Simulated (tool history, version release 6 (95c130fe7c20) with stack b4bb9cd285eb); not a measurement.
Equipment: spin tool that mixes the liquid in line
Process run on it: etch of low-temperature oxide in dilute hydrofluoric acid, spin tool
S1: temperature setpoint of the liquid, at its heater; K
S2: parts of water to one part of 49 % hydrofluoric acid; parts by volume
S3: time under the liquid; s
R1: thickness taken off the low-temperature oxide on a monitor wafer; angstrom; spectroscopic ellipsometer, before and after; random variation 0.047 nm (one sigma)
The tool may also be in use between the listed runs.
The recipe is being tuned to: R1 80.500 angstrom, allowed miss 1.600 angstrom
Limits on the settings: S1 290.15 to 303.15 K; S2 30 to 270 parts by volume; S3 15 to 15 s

Run 1, hour 0.0: S1 295.15 K, S2 150 parts by volume, S3 15 s. Result: R1 26.048 angstrom.
Run 2, hour 2.4: S1 296.65 K, S2 130 parts by volume, S3 15 s. Result: R1 32.434 angstrom.
Run 3, hour 6.6: S1 296.65 K, S2 80 parts by volume, S3 15 s. Result: R1 56.646 angstrom.
Run 4, hour 11.1: S1 298.15 K, S2 80 parts by volume, S3 15 s. Result: R1 59.788 angstrom.
Run 5, hour 13.8: S1 298.15 K, S2 80 parts by volume, S3 15 s. Result: R1 59.560 angstrom.
Run 6, hour 22.1: S1 296.15 K, S2 80 parts by volume, S3 15 s. Result: R1 55.553 angstrom.
Run 7, hour 31.0: S1 297.15 K, S2 80 parts by volume, S3 15 s. Result: R1 57.855 angstrom.
Run 8, hour 37.4: S1 298.15 K, S2 80 parts by volume, S3 15 s. Result: R1 60.126 angstrom.
Run 9, hour 42.2: S1 299.15 K, S2 80 parts by volume, S3 15 s. Result: R1 62.335 angstrom.
Run 10, hour 43.1: S1 299.65 K, S2 80 parts by volume, S3 15 s. Result: R1 63.594 angstrom.
Run 11, hour 49.9: S1 303.15 K, S2 65 parts by volume, S3 15 s. Result: R1 93.009 angstrom.

Next run, 5 choices. One meets every target within its allowed miss, the rest don't. Which?
Run A, hour 56.7: S1 301.65 K, S2 70 parts by volume, S3 15 s. Result: R1 ?.
Run B, hour 56.7: S1 302.65 K, S2 60 parts by volume, S3 15 s. Result: R1 ?.
Run C, hour 56.7: S1 303.15 K, S2 55 parts by volume, S3 15 s. Result: R1 ?.
Run D, hour 56.7: S1 303.15 K, S2 70 parts by volume, S3 15 s. Result: R1 ?.
Run E, hour 56.7: S1 299.65 K, S2 55 parts by volume, S3 15 s. Result: R1 ?.

move       R1
   A   79.746
   B   98.165
   C  110.030
   D   84.519
   E   95.784
A: hits every target within its allowed miss
B: its largest miss is bigger than the last run's
C: its largest miss is bigger than the last run's
D: gains on the last run, yet a result remains outside its allowed miss
E: its largest miss is bigger than the last run's
Answer: A
